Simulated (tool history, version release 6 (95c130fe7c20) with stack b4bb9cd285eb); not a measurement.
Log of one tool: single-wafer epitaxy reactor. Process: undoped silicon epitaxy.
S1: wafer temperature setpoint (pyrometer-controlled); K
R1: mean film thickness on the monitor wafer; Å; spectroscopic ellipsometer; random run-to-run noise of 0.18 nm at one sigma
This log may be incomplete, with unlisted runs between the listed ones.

Run 1, hour 0: S1 903.15 K, deposition time (s) 278. Result: R1 303.88 Å.
Run 2, hour 2: S1 906.15 K, deposition time (s) 278. Result: R1 320.66 Å.
Run 3, hour 3.9: S1 906.15 K, deposition time (s) 242. Result: R1 278.35 Å.
Run 4, hour 7.5: S1 906.15 K, deposition time (s) 222. Result: R1 257.06 Å.
Run 5, hour 9.4: S1 906.15 K, deposition time (s) 241. Result: R1 278.28 Å.
At hour 16.9: pyrometer calibrated.
Run 6, hour 16.9: S1 910.15 K, deposition time (s) 241. Result: R1 288.67 Å.
Run 7, hour 24.2: S1 915.15 K, deposition time (s) 248. Result: R1 327.36 Å.
Run 8, hour 30.7: S1 918.15 K, deposition time (s) 248. Result: R1 344.48 Å.
Run 9, hour 33.3: S1 920.15 K, deposition time (s) 248. Result: R1 359.46 Å.

Run 10 is up next; what results do you expect?
Run 10, hour 35.1: S1 921.15 K, deposition time (s) 248. Result: R1 ?.

R1: 367.13 Å
